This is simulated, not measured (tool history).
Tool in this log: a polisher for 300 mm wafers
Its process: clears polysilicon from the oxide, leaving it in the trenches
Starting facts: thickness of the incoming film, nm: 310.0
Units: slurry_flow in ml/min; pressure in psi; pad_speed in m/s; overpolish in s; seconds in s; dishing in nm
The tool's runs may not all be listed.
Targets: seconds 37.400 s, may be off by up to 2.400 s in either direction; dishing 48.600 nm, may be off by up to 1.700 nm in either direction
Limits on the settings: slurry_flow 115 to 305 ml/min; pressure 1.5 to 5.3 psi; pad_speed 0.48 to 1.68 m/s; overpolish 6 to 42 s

run	day	slurry_flow	pressure	pad_speed	overpolish	seconds	dishing
1	0.000	195	3.4	1.08	21	21.648	49.018
2	0.358	195	4.2	1.08	21	18.043	49.762
3	0.667	195	4.7	1.08	21	17.065	49.321
4	1.029	190	3.9	0.96	19	20.747	50.605
5	1.171	230	3.9	0.96	19	21.036	50.250
6	1.504	230	3.0	0.96	19	24.893	49.629
7	1.650	220	2.5	0.92	21	29.754	49.665
8	1.821	210	2.2	0.92	20	31.747	49.253
9	1.925	205	1.5	0.88	17	41.112	45.903

Which of these 5 next moves meets every target?
A	2.029	245	2.4	0.70	22	?	?
B	2.029	135	1.5	0.88	18	?	?
C	2.029	200	1.6	0.74	28	?	?
D	2.029	185	1.5	0.76	19	?	?
E	2.029	215	1.6	0.80	14	?	?

move	seconds	dishing
A	36.754	48.257
B	42.576	45.487
C	44.973	48.461
D	45.877	45.265
E	41.658	42.666
A: hits every target within its allowed miss
B: misses by more than the last run did
C: corrects the largest miss of the last run, while another result sits out of spec
D: misses by more than the last run did
E: misses by more than the last run did
Correct choice: A, which meets every target
